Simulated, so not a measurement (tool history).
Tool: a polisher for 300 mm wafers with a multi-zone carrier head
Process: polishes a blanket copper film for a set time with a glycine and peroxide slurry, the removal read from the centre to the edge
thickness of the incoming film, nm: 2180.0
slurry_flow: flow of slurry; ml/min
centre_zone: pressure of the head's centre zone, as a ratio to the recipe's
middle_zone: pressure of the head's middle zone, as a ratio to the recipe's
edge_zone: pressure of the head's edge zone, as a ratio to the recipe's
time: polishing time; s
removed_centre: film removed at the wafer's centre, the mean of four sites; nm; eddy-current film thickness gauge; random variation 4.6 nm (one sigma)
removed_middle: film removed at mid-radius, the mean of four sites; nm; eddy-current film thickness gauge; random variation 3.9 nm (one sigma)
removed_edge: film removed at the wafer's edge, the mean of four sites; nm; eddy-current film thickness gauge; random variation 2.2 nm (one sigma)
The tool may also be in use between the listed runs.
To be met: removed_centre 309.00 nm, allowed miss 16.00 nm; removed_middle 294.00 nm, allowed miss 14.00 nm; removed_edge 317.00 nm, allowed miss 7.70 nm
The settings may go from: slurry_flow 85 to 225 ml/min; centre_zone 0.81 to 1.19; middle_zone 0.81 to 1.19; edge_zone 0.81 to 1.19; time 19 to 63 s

run    day  slurry_flow  centre_zone  middle_zone  edge_zone  time  removed_centre  removed_middle  removed_edge
  1  0.000          145         1.00         1.00       1.00    41          224.70          230.14        233.98
  2  0.033          145         1.06         1.00       1.00    41          238.68          231.75        236.62
  3  0.233          145         1.06         1.00       1.00    35          202.59          198.54        199.55
  4  0.571          145         1.06         1.00       1.03    35          198.02          199.54        201.38
  5  0.650          150         1.07         1.00       1.04    37          217.56          213.50        214.97
  6  0.712          150         1.07         0.99       1.05    38          222.23          210.60        222.16
  7  0.988          155         1.07         1.00       1.06    39          228.97          215.92        229.58
  8  1.121          155         1.07         1.01       1.07    40          233.85          229.46        234.42
  9  1.262          160         1.07         1.01       1.08    41          238.59          234.33        241.91
 10  1.517          160         1.07         1.01       1.09    42          246.31          240.80        249.27

5 next moves are on the table. One of them brings every result within its allowed miss. Which?
  A  1.771          140         0.82         1.08       1.19    50               ?               ?             ?
  B  1.771          150         1.15         1.09       0.94    49               ?               ?             ?
  C  1.771          145         0.92         1.01       1.18    56               ?               ?             ?
  D  1.771          120         0.88         0.82       1.13    49               ?               ?             ?
  E  1.771          165         1.07         1.00       1.14    52               ?               ?             ?

move  removed_centre  removed_middle  removed_edge
   A          222.01          299.66        303.81
   B          308.79          297.98        271.46
   C          280.43          318.19        340.32
   D          228.40          228.97        288.30
   E          308.37          297.20        314.69
A: nearer than the last run, and not there yet
B: nearer than the last run, and not there yet
C: takes the result that was furthest off past its target
D: nearer than the last run, and not there yet
E: meets every target
Move E is the one to make.

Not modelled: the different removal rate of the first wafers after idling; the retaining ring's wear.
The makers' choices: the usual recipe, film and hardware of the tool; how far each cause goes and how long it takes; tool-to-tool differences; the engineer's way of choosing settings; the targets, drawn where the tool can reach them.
